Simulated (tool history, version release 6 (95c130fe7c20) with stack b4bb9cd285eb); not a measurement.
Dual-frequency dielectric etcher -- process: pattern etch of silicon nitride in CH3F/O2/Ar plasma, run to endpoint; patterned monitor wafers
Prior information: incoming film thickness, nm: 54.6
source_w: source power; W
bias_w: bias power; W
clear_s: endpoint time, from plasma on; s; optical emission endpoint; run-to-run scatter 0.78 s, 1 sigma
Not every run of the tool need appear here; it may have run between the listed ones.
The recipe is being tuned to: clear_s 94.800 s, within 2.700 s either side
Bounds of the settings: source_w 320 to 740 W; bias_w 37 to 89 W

run 1 hour=0.0 | source_w=530 bias_w=63 | clear_s=75.963
run 2 hour=7.6 | source_w=510 bias_w=61 | clear_s=76.121
run 3 hour=8.4 | source_w=600 bias_w=61 | clear_s=72.673
run 4 hour=15.0 | source_w=600 bias_w=70 | clear_s=68.816
run 5 hour=16.2 | source_w=570 bias_w=67 | clear_s=71.780
run 6 hour=22.1 | source_w=570 bias_w=61 | clear_s=73.414
run 7 hour=30.1 | source_w=540 bias_w=59 | clear_s=74.574
run 8 hour=37.4 | source_w=510 bias_w=56 | clear_s=79.590
run 9 hour=44.3 | source_w=490 bias_w=55 | clear_s=78.681

Consider the 4 candidate settings below. Which is the only one whose results all fall within their allowed miss of target?
run A hour=51.2 | source_w=510 bias_w=76 | clear_s=?
run B hour=51.2 | source_w=720 bias_w=89 | clear_s=?
run C hour=51.2 | source_w=370 bias_w=42 | clear_s=?
run D hour=51.2 | source_w=470 bias_w=49 | clear_s=?

move=A clear_s=69.981
move=B clear_s=60.085
move=C clear_s=93.464
move=D clear_s=83.510
A: moves away from the targets compared with the last run
B: moves away from the targets compared with the last run
C: hits every target within its allowed miss
D: gains on the last run, yet a result remains outside its allowed miss
So the answer is move C, the one that meets all the targets.
